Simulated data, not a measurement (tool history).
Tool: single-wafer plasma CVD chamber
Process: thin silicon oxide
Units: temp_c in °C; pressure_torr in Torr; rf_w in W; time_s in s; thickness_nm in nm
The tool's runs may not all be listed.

run 1 hour=0.0 | temp_c=385 pressure_torr=0.997 rf_w=215 time_s=8.6 | thickness_nm=15.694
run 2 hour=5.7 | temp_c=385 pressure_torr=0.846 rf_w=215 time_s=8.6 | thickness_nm=13.946
run 3 hour=10.0 | temp_c=391 pressure_torr=0.846 rf_w=215 time_s=8.6 | thickness_nm=13.768
run 4 hour=17.1 | temp_c=392 pressure_torr=0.831 rf_w=215 time_s=8.6 | thickness_nm=13.613
run 5 hour=21.7 | temp_c=392 pressure_torr=0.964 rf_w=215 time_s=8.6 | thickness_nm=15.301
run 6 hour=22.2 | temp_c=392 pressure_torr=0.934 rf_w=215 time_s=8.6 | thickness_nm=14.922
run 7 hour=28.0 | temp_c=392 pressure_torr=0.907 rf_w=215 time_s=8.6 | thickness_nm=14.623
run 8 hour=32.4 | temp_c=392 pressure_torr=0.708 rf_w=215 time_s=8.6 | thickness_nm=11.765
run 9 hour=35.2 | temp_c=391 pressure_torr=0.712 rf_w=215 time_s=8.6 | thickness_nm=11.853
run 10 hour=40.9 | temp_c=390 pressure_torr=0.769 rf_w=215 time_s=8.6 | thickness_nm=12.719
run 11 hour=47.1 | temp_c=390 pressure_torr=0.765 rf_w=215 time_s=8.6 | thickness_nm=12.675
run 12 hour=49.2 | temp_c=390 pressure_torr=0.762 rf_w=215 time_s=8.6 | thickness_nm=12.572

The next listed run, before its measurement:
run 13 hour=51.2 | temp_c=390 pressure_torr=0.759 rf_w=215 time_s=8.6 | thickness_nm=?

Run 13 gave thickness_nm 12.583 nm.
